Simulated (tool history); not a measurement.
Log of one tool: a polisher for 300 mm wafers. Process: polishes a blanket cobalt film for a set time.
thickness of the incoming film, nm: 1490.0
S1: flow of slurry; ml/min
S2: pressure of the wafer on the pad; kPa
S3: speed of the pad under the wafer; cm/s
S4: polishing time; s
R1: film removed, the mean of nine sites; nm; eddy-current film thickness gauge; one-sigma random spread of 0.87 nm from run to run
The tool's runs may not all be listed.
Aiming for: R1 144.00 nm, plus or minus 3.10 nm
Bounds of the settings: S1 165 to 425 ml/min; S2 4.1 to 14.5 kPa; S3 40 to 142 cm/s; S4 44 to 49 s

run	hour	S1	S2	S3	S4	R1
1	0.0	275	9.0	90	49	108.70
2	4.9	325	9.0	90	49	111.36
3	8.3	330	9.0	90	49	111.86
4	10.1	335	9.0	90	49	112.34
5	12.3	335	9.0	90	49	111.79
6	13.4	340	9.0	90	49	111.63
7	14.3	350	10.3	90	49	126.79
8	19.0	355	11.0	90	49	133.97

Exactly one of the 5 candidate moves below puts every result within its allowed miss. Which one?
A	23.7	420	9.7	88	49	?
B	23.7	345	11.7	82	49	?
C	23.7	390	11.0	86	47	?
D	23.7	270	12.4	88	49	?
E	23.7	400	11.0	98	46	?

move	R1
A	117.61
B	128.53
C	123.35
D	142.31
E	137.26
A: moves away from the targets compared with the last run
B: moves away from the targets compared with the last run
C: moves away from the targets compared with the last run
D: all results land within tolerance of their targets
E: closer than the last run, but not yet in spec
The move that meets every target is D.
